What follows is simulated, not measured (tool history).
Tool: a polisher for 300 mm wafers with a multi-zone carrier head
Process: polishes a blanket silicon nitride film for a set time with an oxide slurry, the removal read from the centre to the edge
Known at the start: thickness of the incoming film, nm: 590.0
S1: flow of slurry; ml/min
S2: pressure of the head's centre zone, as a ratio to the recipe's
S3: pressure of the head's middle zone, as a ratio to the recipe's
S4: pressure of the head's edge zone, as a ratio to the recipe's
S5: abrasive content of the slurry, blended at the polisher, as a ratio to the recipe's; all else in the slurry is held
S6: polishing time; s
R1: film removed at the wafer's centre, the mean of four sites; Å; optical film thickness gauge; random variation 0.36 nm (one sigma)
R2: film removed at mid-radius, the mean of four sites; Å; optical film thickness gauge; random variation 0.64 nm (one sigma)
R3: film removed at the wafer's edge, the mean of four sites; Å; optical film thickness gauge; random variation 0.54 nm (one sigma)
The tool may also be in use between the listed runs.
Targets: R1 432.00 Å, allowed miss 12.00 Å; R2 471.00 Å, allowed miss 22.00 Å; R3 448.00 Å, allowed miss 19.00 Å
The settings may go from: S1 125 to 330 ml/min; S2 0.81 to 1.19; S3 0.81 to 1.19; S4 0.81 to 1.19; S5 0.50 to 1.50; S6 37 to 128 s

run	day	S1	S2	S3	S4	S5	S6	R1	R2	R3
1	0.000	210	1.00	1.00	1.00	1.00	82	490.27	492.28	470.77
2	0.104	210	1.09	1.00	1.00	1.00	82	530.69	480.74	461.51
3	0.462	200	1.05	1.00	1.00	1.00	82	512.63	481.42	476.71
4	0.754	200	1.02	1.00	0.99	0.95	82	491.43	465.16	464.99
5	0.825	205	0.99	1.02	0.99	0.95	82	470.32	477.43	461.84
6	1.121	205	0.99	1.10	0.99	0.95	82	473.51	517.30	453.79
7	1.396	195	0.98	1.09	0.99	0.95	82	465.71	508.71	451.05
8	1.508	185	0.97	1.08	0.99	0.95	82	456.16	502.54	450.33
9	1.733	175	0.96	1.07	0.99	0.95	82	451.74	485.22	440.91

Which of these 5 next moves meets every target?
A	1.958	150	1.00	1.11	0.97	0.95	83	?	?	?
B	1.958	175	1.05	1.11	0.91	0.95	82	?	?	?
C	1.958	160	1.04	1.08	0.99	1.05	78	?	?	?
D	1.958	240	0.92	1.01	1.00	0.75	90	?	?	?
E	1.958	135	1.08	1.06	0.98	1.00	83	?	?	?

move	R1	R2	R3
A	450.72	496.78	440.51
B	482.22	506.48	432.49
C	469.02	486.55	444.39
D	433.17	470.38	449.10
E	481.87	478.02	446.78
A: nearer than the last run, and not there yet
B: further off than the last run
C: further off than the last run
D: meets every target
E: further off than the last run
Move D is the one to make.

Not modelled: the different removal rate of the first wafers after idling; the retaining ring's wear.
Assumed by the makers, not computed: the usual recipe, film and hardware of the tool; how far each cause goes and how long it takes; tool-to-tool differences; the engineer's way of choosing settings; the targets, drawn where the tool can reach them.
